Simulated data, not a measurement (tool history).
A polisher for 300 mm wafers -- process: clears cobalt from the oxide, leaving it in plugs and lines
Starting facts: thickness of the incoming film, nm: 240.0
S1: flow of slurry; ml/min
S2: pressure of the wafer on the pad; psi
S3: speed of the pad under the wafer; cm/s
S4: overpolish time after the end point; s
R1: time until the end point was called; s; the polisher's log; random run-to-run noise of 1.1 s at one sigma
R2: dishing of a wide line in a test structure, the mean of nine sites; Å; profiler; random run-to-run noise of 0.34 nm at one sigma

run    day   S1   S2   S3  S4       R1      R2
  1  0.000  255  1.9  118  15   45.374  331.68
  2  0.204  250  1.6  112  12   57.062  277.21
  3  0.392  250  1.6  112  18   55.576  324.22
  4  0.488  250  1.6   90  18   69.521  303.11
  5  0.658  245  1.5   90  14   71.610  270.27
  6  0.796  245  1.4   90  11   79.127  226.22
  7  0.879  245  1.1   90   8  100.180  154.74

Forecast run 8:
  8  0.971  245  1.1  88   9   ?   ?

Run 8 yielded R1 100.760 s, R2 168.31 Å.
